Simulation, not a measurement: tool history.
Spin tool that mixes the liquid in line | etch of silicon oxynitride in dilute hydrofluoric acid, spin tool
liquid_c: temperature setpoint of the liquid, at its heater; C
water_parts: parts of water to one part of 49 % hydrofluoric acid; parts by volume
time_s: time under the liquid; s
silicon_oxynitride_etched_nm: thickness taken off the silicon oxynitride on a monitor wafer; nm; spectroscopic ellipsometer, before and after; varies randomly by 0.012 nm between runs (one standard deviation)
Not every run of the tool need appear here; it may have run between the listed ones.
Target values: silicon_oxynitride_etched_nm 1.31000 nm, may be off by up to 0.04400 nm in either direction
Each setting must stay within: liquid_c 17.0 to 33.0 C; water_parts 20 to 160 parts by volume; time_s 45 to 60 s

Run 1, day 0.000: liquid_c 25.0 C, water_parts 90 parts by volume, time_s 60 s. Result: silicon_oxynitride_etched_nm 1.79030 nm.
Run 2, day 0.071: liquid_c 22.0 C, water_parts 90 parts by volume, time_s 60 s. Result: silicon_oxynitride_etched_nm 1.55020 nm.
Run 3, day 0.108: liquid_c 22.0 C, water_parts 90 parts by volume, time_s 45 s. Result: silicon_oxynitride_etched_nm 1.17720 nm.
Run 4, day 0.446: liquid_c 20.0 C, water_parts 90 parts by volume, time_s 45 s. Result: silicon_oxynitride_etched_nm 1.04060 nm.
Run 5, day 0.804: liquid_c 20.5 C, water_parts 90 parts by volume, time_s 45 s. Result: silicon_oxynitride_etched_nm 1.07690 nm.
Run 6, day 0.904: liquid_c 20.5 C, water_parts 105 parts by volume, time_s 45 s. Result: silicon_oxynitride_etched_nm 0.91337 nm.
Run 7, day 1.179: liquid_c 21.5 C, water_parts 105 parts by volume, time_s 45 s. Result: silicon_oxynitride_etched_nm 0.96721 nm.
Run 8, day 1.475: liquid_c 25.5 C, water_parts 105 parts by volume, time_s 45 s. Result: silicon_oxynitride_etched_nm 1.15890 nm.
Run 9, day 1.512: liquid_c 26.0 C, water_parts 105 parts by volume, time_s 45 s. Result: silicon_oxynitride_etched_nm 1.21080 nm.
Run 10, day 1.758: liquid_c 26.5 C, water_parts 105 parts by volume, time_s 45 s. Result: silicon_oxynitride_etched_nm 1.21830 nm.

Exercise: of the 5 proposed moves below, exactly one satisfies all targets within the stated allowed misses. Which move is it?
Run A, day 2.004: liquid_c 22.5 C, water_parts 110 parts by volume, time_s 55 s. Result: silicon_oxynitride_etched_nm ?.
Run B, day 2.004: liquid_c 25.0 C, water_parts 110 parts by volume, time_s 55 s. Result: silicon_oxynitride_etched_nm ?.
Run C, day 2.004: liquid_c 26.0 C, water_parts 105 parts by volume, time_s 55 s. Result: silicon_oxynitride_etched_nm ?.
Run D, day 2.004: liquid_c 28.0 C, water_parts 130 parts by volume, time_s 50 s. Result: silicon_oxynitride_etched_nm ?.
Run E, day 2.004: liquid_c 26.0 C, water_parts 100 parts by volume, time_s 50 s. Result: silicon_oxynitride_etched_nm ?.

move  silicon_oxynitride_etched_nm
   A                       1.17000
   B                       1.31610
   C                       1.45060
   D                       1.14050
   E                       1.39090
A: lands further from the targets than the last run did
B: hits every target within its allowed miss
C: takes the result that was furthest off past its target
D: lands further from the targets than the last run did
E: takes the result that was furthest off past its target
Answer: B

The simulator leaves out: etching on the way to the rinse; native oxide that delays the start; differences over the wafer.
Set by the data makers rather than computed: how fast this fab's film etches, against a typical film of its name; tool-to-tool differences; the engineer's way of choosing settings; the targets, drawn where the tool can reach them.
